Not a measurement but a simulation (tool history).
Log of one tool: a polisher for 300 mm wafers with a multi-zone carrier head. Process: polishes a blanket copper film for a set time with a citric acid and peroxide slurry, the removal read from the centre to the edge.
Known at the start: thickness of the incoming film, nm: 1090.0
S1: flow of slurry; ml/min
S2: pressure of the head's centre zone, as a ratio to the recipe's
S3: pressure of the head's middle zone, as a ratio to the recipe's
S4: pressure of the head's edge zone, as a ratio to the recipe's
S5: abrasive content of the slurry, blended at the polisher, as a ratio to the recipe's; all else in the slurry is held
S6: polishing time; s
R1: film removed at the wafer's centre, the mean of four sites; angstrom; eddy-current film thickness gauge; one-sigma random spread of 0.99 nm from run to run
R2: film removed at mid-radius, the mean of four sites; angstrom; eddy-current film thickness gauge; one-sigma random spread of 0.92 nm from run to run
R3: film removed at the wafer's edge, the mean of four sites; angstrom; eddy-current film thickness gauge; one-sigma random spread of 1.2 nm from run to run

run  hour   S1    S2    S3    S4    S5  S6      R1      R2      R3
  1     0  130     1     1     1     1  52  949.65  949.52  942.96
  2   5.9  125  0.98  1.01  0.99     1  52  916.43  961.51  934.18
  3     8  125   0.9  1.01  0.99     1  52  846.03  962.43  947.31
  4  15.8  125   0.9  1.02  0.98     1  52  837.95  983.33  921.79
  5  20.3  125   0.9  1.02  0.98     1  57  924.48  1043.4  1009.1
  6  28.1  125   0.9  1.02  0.98  0.85  57  893.28    1019  956.93
  7  28.7  120  0.89  1.02  0.97  0.85  57  845.27  996.75  962.11

Run 8 has not been measured yet. What should we expect?
  8  29.3  120  0.89  1.02  0.96  0.85  57   ?   ?   ?

Run 8 produced R1 867.75 angstrom, R2 1013 angstrom, R3 980.87 angstrom.

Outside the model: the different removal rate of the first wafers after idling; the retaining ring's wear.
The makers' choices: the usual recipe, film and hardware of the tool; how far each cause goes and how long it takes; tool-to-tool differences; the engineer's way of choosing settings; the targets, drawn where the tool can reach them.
